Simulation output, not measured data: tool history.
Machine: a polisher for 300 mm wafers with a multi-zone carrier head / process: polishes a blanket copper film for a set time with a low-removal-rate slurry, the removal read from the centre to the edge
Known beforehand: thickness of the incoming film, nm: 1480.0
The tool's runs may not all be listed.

run	hour	flow of slurry (ml/min)	pressure of the head's centre zone	pressure of the head's middle zone	pressure of the head's edge zone	abrasive content of the slurry	polishing time (s)	film removed at the wafer's centre (nm)	film removed at mid-radius (nm)	film removed at the wafer's edge (nm)
1	0	180	1	1	1	1	83	144.66	147.21	151.96
2	5.6	185	1.02	1.02	1.01	1.05	84	152.89	150.34	154.94
3	10.2	190	1.02	1.04	1.01	1.1	86	157.48	161.52	161.93
4	15.7	190	1.02	1.04	1.01	1.1	77	143.29	143.53	144.22
# hour 16.4: slurry nozzle cleaned
5	16.4	195	1.03	1.05	1.01	1.15	79	164.64	168.85	159.09
6	20.8	195	1.03	1.05	1.01	1.25	79	168.29	169.54	164.82
7	24.9	200	1.04	1.06	1.02	1.3	79	172.19	170.14	165.76
8	26	205	1.05	1.07	1.03	1.3	80	175.26	177.23	169.6
9	34.2	210	1.06	1.08	1.04	1.3	81	182.54	180.38	171.08
10	35.1	210	1.06	1.09	1.04	1.3	82	185.73	183.24	171.47

What will run 11 give?
11	43	210	1.06	1.09	1.04	1.3	83	?	?	?

{"run 11": {"film removed at the wafer's centre (nm)": 188.17, "film removed at mid-radius (nm)": 187.4, "film removed at the wafer's edge (nm)": 176.97}}
